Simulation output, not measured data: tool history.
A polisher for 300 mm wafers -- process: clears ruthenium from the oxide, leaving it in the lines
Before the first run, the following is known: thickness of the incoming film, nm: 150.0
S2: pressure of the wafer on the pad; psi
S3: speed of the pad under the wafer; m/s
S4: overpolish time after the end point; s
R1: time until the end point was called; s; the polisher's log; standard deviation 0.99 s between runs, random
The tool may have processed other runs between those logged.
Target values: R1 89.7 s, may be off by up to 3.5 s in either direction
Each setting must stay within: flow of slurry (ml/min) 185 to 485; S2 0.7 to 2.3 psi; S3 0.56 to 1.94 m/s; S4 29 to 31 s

run 1 hour=0 | flow_of_slurry_(ml/min)=310 S2=1.5 S3=1.24 S4=29 | R1=122.91
run 2 hour=6.4 | flow_of_slurry_(ml/min)=310 S2=1.1 S3=1.24 S4=29 | R1=165.44
run 3 hour=12.9 | flow_of_slurry_(ml/min)=270 S2=1.1 S3=1.24 S4=29 | R1=163.99
run 4 hour=18.2 | flow_of_slurry_(ml/min)=270 S2=1.2 S3=1.24 S4=29 | R1=153.69
run 5 hour=21.3 | flow_of_slurry_(ml/min)=270 S2=1.3 S3=1.24 S4=29 | R1=143.24
run 6 hour=23.9 | flow_of_slurry_(ml/min)=230 S2=1.3 S3=1.24 S4=29 | R1=145.91
run 7 hour=28.5 | flow_of_slurry_(ml/min)=230 S2=1.4 S3=1.24 S4=29 | R1=136.82
run 8 hour=31.7 | flow_of_slurry_(ml/min)=230 S2=1.5 S3=1.24 S4=29 | R1=129.39
run 9 hour=36.4 | flow_of_slurry_(ml/min)=235 S2=1.6 S3=1.24 S4=29 | R1=116.54
run 10 hour=43.9 | flow_of_slurry_(ml/min)=240 S2=1.8 S3=1.24 S4=29 | R1=106.44
run 11 hour=50.5 | flow_of_slurry_(ml/min)=245 S2=2 S3=1.24 S4=29 | R1=92.868

Pick the move, out of 4, that brings all results within their allowed miss; only one does.
run A hour=57.1 | flow_of_slurry_(ml/min)=255 S2=2.1 S3=1.22 S4=29 | R1=?
run B hour=57.1 | flow_of_slurry_(ml/min)=230 S2=1.5 S3=1.6 S4=29 | R1=?
run C hour=57.1 | flow_of_slurry_(ml/min)=250 S2=2.1 S3=1.14 S4=29 | R1=?
run D hour=57.1 | flow_of_slurry_(ml/min)=250 S2=2.2 S3=1.1 S4=31 | R1=?

move=A R1=90.228
move=B R1=97.905
move=C R1=96.459
move=D R1=95.334
A: every result within its allowed miss
B: misses by more than the last run did
C: misses by more than the last run did
D: misses by more than the last run did
Move A is the one to make.
